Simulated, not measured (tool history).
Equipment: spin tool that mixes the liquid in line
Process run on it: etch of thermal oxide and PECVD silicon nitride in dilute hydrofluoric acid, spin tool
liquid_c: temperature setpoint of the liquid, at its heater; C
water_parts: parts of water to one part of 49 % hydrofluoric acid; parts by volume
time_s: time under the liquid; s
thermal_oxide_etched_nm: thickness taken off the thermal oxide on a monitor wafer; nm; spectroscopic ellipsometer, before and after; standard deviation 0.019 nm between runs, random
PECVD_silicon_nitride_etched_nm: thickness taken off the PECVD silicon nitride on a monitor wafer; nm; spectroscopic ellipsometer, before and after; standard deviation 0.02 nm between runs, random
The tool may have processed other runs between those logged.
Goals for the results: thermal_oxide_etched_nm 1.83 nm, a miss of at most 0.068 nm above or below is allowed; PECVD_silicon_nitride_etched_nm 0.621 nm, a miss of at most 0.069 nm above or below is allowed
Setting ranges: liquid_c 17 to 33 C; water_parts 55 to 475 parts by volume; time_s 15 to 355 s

| run | hour | liquid_c | water_parts | time_s | thermal_oxide_etched_nm | PECVD_silicon_nitride_etched_nm |
|---|---|---|---|---|---|---|
| 1 | 0 | 25 | 265 | 180 | 2.8204 | 1.2985 |
| 2 | 2.8 | 21.5 | 265 | 180 | 2.4703 | 1.0222 |
| 3 | 4.1 | 21 | 265 | 180 | 2.3891 | 0.9228 |
| 4 | 7.9 | 21 | 265 | 120 | 1.6115 | 0.65203 |
| 5 | 16.9 | 21 | 265 | 60 | 0.81854 | 0.32754 |
| 6 | 24.3 | 17.5 | 265 | 60 | 0.69495 | 0.26887 |
| 7 | 28.3 | 19.5 | 250 | 55 | 0.74774 | 0.27393 |
| 8 | 33.7 | 21.5 | 230 | 55 | 0.89216 | 0.35209 |

Of the 4 settings listed for the next run, only one would bring every result within its allowed miss of target. Which one?
| A | 39.1 | 25 | 325 | 140 | ? | ? |
| B | 39.1 | 18.5 | 250 | 130 | ? | ? |
| C | 39.1 | 24 | 250 | 90 | ? | ? |
| D | 39.1 | 18 | 200 | 110 | ? | ? |

| move | thermal_oxide_etched_nm | PECVD_silicon_nitride_etched_nm |
|---|---|---|
| A | 1.6694 | 0.74805 |
| B | 1.7111 | 0.59724 |
| C | 1.4518 | 0.58716 |
| D | 1.8585 | 0.60593 |
A: an improvement on the last run, though not all results are within tolerance
B: an improvement on the last run, though not all results are within tolerance
C: an improvement on the last run, though not all results are within tolerance
D: each result inside its tolerance
D meets every target.
